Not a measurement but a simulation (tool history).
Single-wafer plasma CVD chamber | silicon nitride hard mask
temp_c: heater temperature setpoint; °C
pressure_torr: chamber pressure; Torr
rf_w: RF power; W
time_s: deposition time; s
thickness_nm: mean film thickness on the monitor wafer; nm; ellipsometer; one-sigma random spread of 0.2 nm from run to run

run,hour,temp_c,pressure_torr,rf_w,time_s,thickness_nm
1,0.0,385,1.30,280,63.3,70.856
2,2.0,385,1.30,305,63.3,75.004
3,6.2,385,1.30,305,65.4,76.981
4,14.4,392,1.30,305,65.4,77.307
5,18.9,392,1.30,270,65.4,71.168
6,24.2,392,1.30,270,63.3,68.911
7,30.6,392,1.39,280,63.4,72.089
8,38.2,392,1.46,285,63.5,74.133
9,42.1,392,1.52,290,63.6,76.369
10,49.3,392,1.57,295,63.6,77.960
11,54.4,392,1.61,300,63.6,79.113
12,62.6,392,1.61,300,63.6,79.255
13,64.7,392,1.64,305,63.6,80.460
14,66.9,392,1.67,310,63.6,81.532
15,74.8,392,1.69,310,63.6,81.944

Run 16, settings as shown, results not yet in. Your forecast:
16,83.6,392,1.71,310,63.6,?

{"run 16": {"thickness_nm": 82.323}}

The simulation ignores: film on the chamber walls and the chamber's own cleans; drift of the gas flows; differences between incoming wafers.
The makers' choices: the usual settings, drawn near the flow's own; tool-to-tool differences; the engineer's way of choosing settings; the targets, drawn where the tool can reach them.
